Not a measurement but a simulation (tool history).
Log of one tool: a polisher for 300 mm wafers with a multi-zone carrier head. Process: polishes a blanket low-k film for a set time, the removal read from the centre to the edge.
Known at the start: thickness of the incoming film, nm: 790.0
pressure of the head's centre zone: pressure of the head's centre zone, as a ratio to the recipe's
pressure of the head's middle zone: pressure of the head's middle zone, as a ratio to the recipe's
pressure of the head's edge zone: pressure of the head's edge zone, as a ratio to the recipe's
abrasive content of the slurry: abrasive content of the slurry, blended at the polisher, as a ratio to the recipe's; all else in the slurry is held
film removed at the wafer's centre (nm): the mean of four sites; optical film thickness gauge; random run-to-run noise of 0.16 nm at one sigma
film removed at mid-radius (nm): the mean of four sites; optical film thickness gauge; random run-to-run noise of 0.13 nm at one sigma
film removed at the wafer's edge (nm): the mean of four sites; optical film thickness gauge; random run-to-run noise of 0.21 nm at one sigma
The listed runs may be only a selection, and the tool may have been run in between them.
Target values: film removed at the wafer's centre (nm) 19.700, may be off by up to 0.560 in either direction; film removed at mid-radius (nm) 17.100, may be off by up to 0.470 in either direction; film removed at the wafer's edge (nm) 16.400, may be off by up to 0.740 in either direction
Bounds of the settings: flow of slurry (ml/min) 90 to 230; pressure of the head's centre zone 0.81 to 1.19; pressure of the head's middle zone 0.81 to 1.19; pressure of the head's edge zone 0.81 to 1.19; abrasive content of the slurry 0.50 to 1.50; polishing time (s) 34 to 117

| run | hour | flow of slurry (ml/min) | pressure of the head's centre zone | pressure of the head's middle zone | pressure of the head's edge zone | abrasive content of the slurry | polishing time (s) | film removed at the wafer's centre (nm) | film removed at mid-radius (nm) | film removed at the wafer's edge (nm) |
|---|---|---|---|---|---|---|---|---|---|---|
| 1 | 0.0 | 150 | 1.00 | 1.00 | 1.00 | 1.00 | 75 | 23.446 | 23.423 | 22.950 |
| 2 | 8.4 | 145 | 1.02 | 0.98 | 0.95 | 0.85 | 75 | 21.267 | 20.635 | 20.915 |
| 3 | 13.1 | 150 | 1.07 | 1.00 | 0.91 | 0.75 | 74 | 20.529 | 19.207 | 18.219 |
| 4 | 20.1 | 150 | 1.07 | 1.08 | 0.91 | 0.75 | 74 | 20.516 | 19.589 | 18.454 |
| 5 | 23.1 | 140 | 1.09 | 1.06 | 0.89 | 0.75 | 74 | 20.683 | 19.336 | 18.014 |
| 6 | 25.4 | 135 | 1.10 | 1.03 | 0.88 | 0.75 | 74 | 20.623 | 18.928 | 17.511 |
| 7 | 29.3 | 125 | 1.11 | 1.00 | 0.88 | 0.75 | 74 | 20.293 | 18.162 | 17.359 |
| 8 | 35.2 | 120 | 1.12 | 0.99 | 0.87 | 0.75 | 74 | 20.271 | 17.626 | 17.513 |
| 9 | 39.2 | 120 | 1.12 | 1.00 | 0.85 | 0.75 | 74 | 20.526 | 18.132 | 16.709 |
| 10 | 47.8 | 115 | 1.12 | 0.99 | 0.85 | 0.75 | 74 | 20.005 | 17.957 | 16.787 |

Pick the move, out of 4, that brings all results within their allowed miss; only one does.
| A | 56.4 | 115 | 1.15 | 0.99 | 0.87 | 0.70 | 75 | ? | ? | ? |
| B | 56.4 | 145 | 1.14 | 1.07 | 0.81 | 0.80 | 67 | ? | ? | ? |
| C | 56.4 | 110 | 1.06 | 1.00 | 0.84 | 0.80 | 75 | ? | ? | ? |
| D | 56.4 | 105 | 1.10 | 0.98 | 0.84 | 0.70 | 81 | ? | ? | ? |

| move | film removed at the wafer's centre (nm) | film removed at mid-radius (nm) | film removed at the wafer's edge (nm) |
|---|---|---|---|
| A | 20.024 | 17.127 | 16.384 |
| B | 20.969 | 18.632 | 16.333 |
| C | 20.106 | 18.804 | 17.684 |
| D | 20.032 | 17.914 | 17.094 |
A: each result inside its tolerance
B: misses by more than the last run did
C: misses by more than the last run did
D: an improvement on the last run, though not all results are within tolerance
A is the move that brings every result within its allowed miss.
